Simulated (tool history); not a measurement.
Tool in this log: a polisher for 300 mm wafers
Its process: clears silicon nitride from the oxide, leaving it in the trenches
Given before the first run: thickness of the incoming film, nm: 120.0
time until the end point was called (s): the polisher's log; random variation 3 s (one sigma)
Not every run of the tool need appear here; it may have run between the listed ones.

| run | day | flow of slurry (ml/min) | pressure of the wafer on the pad (psi) | speed of the pad under the wafer (m/s) | overpolish time after the end point (s) | time until the end point was called (s) |
|---|---|---|---|---|---|---|
| 1 | 0 | 300 | 3.2 | 0.78 | 8 | 151.22 |
| 2 | 0.179 | 300 | 2.9 | 0.78 | 8 | 164.73 |
| 3 | 0.25 | 300 | 2.9 | 0.62 | 8 | 201.32 |
| 4 | 0.346 | 300 | 3.2 | 0.62 | 8 | 183.17 |
| 5 | 0.675 | 300 | 3.1 | 0.62 | 8 | 192.22 |
| 6 | 0.962 | 375 | 3.1 | 0.62 | 8 | 186.99 |
| 7 | 1.296 | 375 | 3 | 0.62 | 8 | 192.76 |

Forecast run 8:
| 8 | 1.354 | 375 | 2.9 | 0.62 | 8 | ? |

Run 8 came out at time until the end point was called (s) 202.35.

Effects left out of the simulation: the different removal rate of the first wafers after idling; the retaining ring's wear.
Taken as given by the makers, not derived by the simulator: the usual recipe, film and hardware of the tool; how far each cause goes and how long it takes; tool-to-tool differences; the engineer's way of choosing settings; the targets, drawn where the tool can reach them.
